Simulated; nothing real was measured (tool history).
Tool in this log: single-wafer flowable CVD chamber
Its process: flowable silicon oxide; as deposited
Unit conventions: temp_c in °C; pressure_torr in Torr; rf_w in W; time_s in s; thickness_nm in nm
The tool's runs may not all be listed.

{"run": 1, "hour": 0.0, "temp_c": 90, "pressure_torr": 0.565, "rf_w": 2085, "time_s": 1164, "thickness_nm": 602.35}
{"run": 2, "hour": 4.1, "temp_c": 90, "pressure_torr": 0.611, "rf_w": 2085, "time_s": 1164, "thickness_nm": 652.3}
{"run": 3, "hour": 10.4, "temp_c": 90, "pressure_torr": 0.611, "rf_w": 1945, "time_s": 1164, "thickness_nm": 639.88}
{"run": 4, "hour": 17.1, "temp_c": 93, "pressure_torr": 0.611, "rf_w": 1945, "time_s": 1164, "thickness_nm": 584.29}
{"run": 5, "hour": 24.1, "temp_c": 95, "pressure_torr": 0.611, "rf_w": 1945, "time_s": 1164, "thickness_nm": 548.17}
{"run": 6, "hour": 33.4, "temp_c": 95, "pressure_torr": 0.611, "rf_w": 2160, "time_s": 1164, "thickness_nm": 563.96}
{"run": 7, "hour": 39.1, "temp_c": 97, "pressure_torr": 0.611, "rf_w": 2160, "time_s": 1164, "thickness_nm": 535.1}
{"run": 8, "hour": 46.5, "temp_c": 97, "pressure_torr": 0.611, "rf_w": 2160, "time_s": 1164, "thickness_nm": 532.65}

Run 9 comes next. What will it give?
{"run": 9, "hour": 55.0, "temp_c": 98, "pressure_torr": 0.611, "rf_w": 2160, "time_s": 1164, "thickness_nm": "?"}

{"run 9": {"thickness_nm": 518.2}}
